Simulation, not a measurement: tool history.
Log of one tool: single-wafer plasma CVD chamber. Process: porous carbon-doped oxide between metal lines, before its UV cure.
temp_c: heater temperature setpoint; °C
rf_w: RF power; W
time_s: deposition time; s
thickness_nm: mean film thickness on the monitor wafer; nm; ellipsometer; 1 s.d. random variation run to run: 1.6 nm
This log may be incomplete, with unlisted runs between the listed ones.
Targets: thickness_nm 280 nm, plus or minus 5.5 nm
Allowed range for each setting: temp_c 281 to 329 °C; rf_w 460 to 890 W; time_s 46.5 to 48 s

{"run": 1, "hour": 0.0, "temp_c": 305, "rf_w": 675, "time_s": 46.5, "thickness_nm": 308.3}
{"run": 2, "hour": 3.7, "temp_c": 305, "rf_w": 675, "time_s": 46.5, "thickness_nm": 310.62}
{"run": 3, "hour": 11.0, "temp_c": 307, "rf_w": 670, "time_s": 46.5, "thickness_nm": 305.58}
{"run": 4, "hour": 14.5, "temp_c": 302, "rf_w": 670, "time_s": 46.5, "thickness_nm": 312.38}
{"run": 5, "hour": 20.6, "temp_c": 304, "rf_w": 665, "time_s": 46.5, "thickness_nm": 313.32}
{"run": 6, "hour": 22.7, "temp_c": 306, "rf_w": 660, "time_s": 46.5, "thickness_nm": 305.38}
{"run": 7, "hour": 28.9, "temp_c": 308, "rf_w": 655, "time_s": 46.5, "thickness_nm": 302.21}
{"run": 8, "hour": 31.6, "temp_c": 310, "rf_w": 650, "time_s": 46.5, "thickness_nm": 297.31}
{"run": 9, "hour": 34.9, "temp_c": 311, "rf_w": 645, "time_s": 46.5, "thickness_nm": 293.68}
{"run": 10, "hour": 42.5, "temp_c": 312, "rf_w": 645, "time_s": 46.5, "thickness_nm": 292.07}
{"run": 11, "hour": 49.1, "temp_c": 313, "rf_w": 645, "time_s": 46.5, "thickness_nm": 287.11}
{"run": 12, "hour": 50.8, "temp_c": 315, "rf_w": 640, "time_s": 46.5, "thickness_nm": 289.14}

Of the 5 settings listed for the next run, only one would bring every result within its allowed miss of target. Which one?
{"run": "A", "hour": 52.5, "temp_c": 314, "rf_w": 650, "time_s": 48, "thickness_nm": "?"}
{"run": "B", "hour": 52.5, "temp_c": 317, "rf_w": 675, "time_s": 47.9, "thickness_nm": "?"}
{"run": "C", "hour": 52.5, "temp_c": 313, "rf_w": 685, "time_s": 46.5, "thickness_nm": "?"}
{"run": "D", "hour": 52.5, "temp_c": 328, "rf_w": 715, "time_s": 46.5, "thickness_nm": "?"}
{"run": "E", "hour": 52.5, "temp_c": 312, "rf_w": 635, "time_s": 47.3, "thickness_nm": "?"}

move=A thickness_nm=300.34
move=B thickness_nm=298.95
move=C thickness_nm=298.78
move=D thickness_nm=279.83
move=E thickness_nm=296.83
A: further off than the last run
B: further off than the last run
C: further off than the last run
D: every result lands within tolerance
E: further off than the last run
The right move is D.
